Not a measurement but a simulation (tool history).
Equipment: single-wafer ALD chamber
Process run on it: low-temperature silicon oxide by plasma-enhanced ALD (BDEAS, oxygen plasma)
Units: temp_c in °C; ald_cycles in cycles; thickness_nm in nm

run	hour	temp_c	ald_cycles	thickness_nm
1	0.0	110	59	7.8281
2	8.1	110	52	6.9084
3	14.4	110	49	6.5457
4	17.3	119	49	6.4070
5	18.7	117	52	6.8145
6	21.5	126	52	6.7434
7	29.3	123	61	7.8804
8	32.1	122	62	8.0069

Run 9, settings as shown, results not yet in. Your forecast:
9	38.6	121	63	?

Logged for run 9: thickness_nm 8.2213 nm.
